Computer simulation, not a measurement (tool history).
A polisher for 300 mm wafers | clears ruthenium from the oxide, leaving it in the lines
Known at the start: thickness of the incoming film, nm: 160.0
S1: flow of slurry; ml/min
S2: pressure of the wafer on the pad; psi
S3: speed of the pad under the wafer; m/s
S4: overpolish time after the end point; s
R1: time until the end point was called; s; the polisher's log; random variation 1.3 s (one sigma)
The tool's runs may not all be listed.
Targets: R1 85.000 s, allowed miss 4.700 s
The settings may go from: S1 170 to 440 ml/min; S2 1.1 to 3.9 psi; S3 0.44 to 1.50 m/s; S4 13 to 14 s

Run 1, hour 0.0: S1 280 ml/min, S2 2.5 psi, S3 0.96 m/s, S4 13 s. Result: R1 121.310 s.
Run 2, hour 5.8: S1 280 ml/min, S2 2.5 psi, S3 0.82 m/s, S4 13 s. Result: R1 141.450 s.
Run 3, hour 10.5: S1 280 ml/min, S2 2.8 psi, S3 0.82 m/s, S4 13 s. Result: R1 126.590 s.
Run 4, hour 17.8: S1 280 ml/min, S2 2.9 psi, S3 0.82 m/s, S4 13 s. Result: R1 121.960 s.
Run 5, hour 25.9: S1 280 ml/min, S2 3.0 psi, S3 0.82 m/s, S4 13 s. Result: R1 121.380 s.
Run 6, hour 31.5: S1 280 ml/min, S2 3.1 psi, S3 0.84 m/s, S4 13 s. Result: R1 111.200 s.
Run 7, hour 37.2: S1 280 ml/min, S2 3.2 psi, S3 0.84 m/s, S4 13 s. Result: R1 108.790 s.
Run 8, hour 45.7: S1 280 ml/min, S2 3.3 psi, S3 0.84 m/s, S4 13 s. Result: R1 105.050 s.

4 next moves are on the table. One of them brings every result within its allowed miss. Which?
Run A, hour 54.2: S1 215 ml/min, S2 3.0 psi, S3 0.86 m/s, S4 14 s. Result: R1 ?.
Run B, hour 54.2: S1 210 ml/min, S2 3.9 psi, S3 0.92 m/s, S4 13 s. Result: R1 ?.
Run C, hour 54.2: S1 195 ml/min, S2 3.6 psi, S3 0.76 m/s, S4 13 s. Result: R1 ?.
Run D, hour 54.2: S1 345 ml/min, S2 3.2 psi, S3 0.80 m/s, S4 13 s. Result: R1 ?.

move       R1
   A  116.290
   B   84.585
   C  111.300
   D  111.120
A: further off than the last run
B: meets every target
C: further off than the last run
D: further off than the last run
The right move is B.
